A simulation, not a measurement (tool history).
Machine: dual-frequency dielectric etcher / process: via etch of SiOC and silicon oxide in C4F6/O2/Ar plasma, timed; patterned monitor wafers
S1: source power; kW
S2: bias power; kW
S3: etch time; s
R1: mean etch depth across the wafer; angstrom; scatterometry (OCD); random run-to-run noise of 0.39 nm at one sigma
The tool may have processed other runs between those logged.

run,hour,S1,S2,S3,R1
1,0.0,0.490,0.223,61,764.14
2,1.3,0.530,0.231,61,802.63
3,7.0,0.530,0.253,61,830.71
4,14.6,0.530,0.253,61,825.99
5,21.5,0.530,0.234,61,814.36
6,24.7,0.490,0.234,61,779.84
7,32.5,0.530,0.239,61,804.85

Run 8 is up next; what results do you expect?
8,36.4,0.560,0.246,61,?

R1: 836.06 angstrom
